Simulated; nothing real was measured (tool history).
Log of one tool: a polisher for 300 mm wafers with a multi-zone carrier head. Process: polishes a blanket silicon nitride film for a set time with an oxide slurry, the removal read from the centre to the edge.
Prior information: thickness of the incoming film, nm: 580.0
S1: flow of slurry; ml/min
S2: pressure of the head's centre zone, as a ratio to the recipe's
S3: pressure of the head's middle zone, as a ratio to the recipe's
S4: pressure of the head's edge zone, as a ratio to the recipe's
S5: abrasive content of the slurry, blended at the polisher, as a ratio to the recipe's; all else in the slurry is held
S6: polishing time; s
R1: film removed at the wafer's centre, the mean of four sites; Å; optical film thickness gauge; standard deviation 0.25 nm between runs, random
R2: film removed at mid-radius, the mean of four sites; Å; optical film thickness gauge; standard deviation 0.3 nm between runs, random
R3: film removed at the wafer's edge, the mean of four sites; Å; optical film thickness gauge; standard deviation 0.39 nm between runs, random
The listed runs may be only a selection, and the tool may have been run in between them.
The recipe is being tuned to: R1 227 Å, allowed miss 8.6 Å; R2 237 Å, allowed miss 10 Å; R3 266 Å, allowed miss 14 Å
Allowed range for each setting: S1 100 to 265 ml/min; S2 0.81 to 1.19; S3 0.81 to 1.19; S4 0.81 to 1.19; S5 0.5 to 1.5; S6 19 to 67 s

Run 1, hour 0: S1 170 ml/min, S2 1, S3 1, S4 1, S5 1, S6 43 s. Result: R1 307.5 Å, R2 304.38 Å, R3 308.07 Å.
Run 2, hour 4.1: S1 170 ml/min, S2 0.97, S3 1, S4 1, S5 1, S6 43 s. Result: R1 294.63 Å, R2 313.29 Å, R3 312.06 Å.
Run 3, hour 11.2: S1 170 ml/min, S2 0.97, S3 0.96, S4 1, S5 1, S6 43 s. Result: R1 297.32 Å, R2 298.48 Å, R3 311.37 Å.
Run 4, hour 12.1: S1 165 ml/min, S2 0.95, S3 0.94, S4 0.99, S5 0.95, S6 43 s. Result: R1 279.85 Å, R2 279.58 Å, R3 299.12 Å.
Run 5, hour 17.5: S1 155 ml/min, S2 0.93, S3 0.93, S4 0.98, S5 0.95, S6 43 s. Result: R1 270.57 Å, R2 279.07 Å, R3 302.9 Å.
Run 6, hour 20: S1 155 ml/min, S2 0.92, S3 0.92, S4 0.97, S5 0.9, S6 43 s. Result: R1 262.07 Å, R2 272.42 Å, R3 284.14 Å.
At hour 28.9: edge zone pressure recalibrated.
Run 7, hour 28.9: S1 150 ml/min, S2 0.91, S3 0.9, S4 0.97, S5 0.9, S6 43 s. Result: R1 252.29 Å, R2 259.17 Å, R3 271.03 Å.
Run 8, hour 35.4: S1 145 ml/min, S2 0.9, S3 0.89, S4 0.99, S5 0.9, S6 43 s. Result: R1 252.85 Å, R2 254.8 Å, R3 279.04 Å.

Pick the move, out of 5, that brings all results within their allowed miss; only one does.
Run A, hour 41.9: S1 170 ml/min, S2 0.92, S3 0.81, S4 1.16, S5 1.1, S6 37 s. Result: R1 ?, R2 ?, R3 ?.
Run B, hour 41.9: S1 140 ml/min, S2 0.94, S3 0.98, S4 0.99, S5 0.65, S6 52 s. Result: R1 ?, R2 ?, R3 ?.
Run C, hour 41.9: S1 140 ml/min, S2 0.85, S3 0.85, S4 0.98, S5 0.85, S6 43 s. Result: R1 ?, R2 ?, R3 ?.
Run D, hour 41.9: S1 130 ml/min, S2 0.9, S3 0.85, S4 1, S5 1, S6 43 s. Result: R1 ?, R2 ?, R3 ?.
Run E, hour 41.9: S1 160 ml/min, S2 0.95, S3 1.04, S4 0.81, S5 0.65, S6 48 s. Result: R1 ?, R2 ?, R3 ?.

move      R1      R2      R3
   A  254.67  231.83  290.97
   B  249.64  261.49  262.97
   C  225.63  232.72   262.6
   D  257.69  251.45  287.87
   E  240.74  261.28  227.74
A: misses by more than the last run did
B: moves toward the targets from the last run without getting all of them in spec
C: each result inside its tolerance
D: misses by more than the last run did
E: moves toward the targets from the last run without getting all of them in spec
The move that meets every target is C.
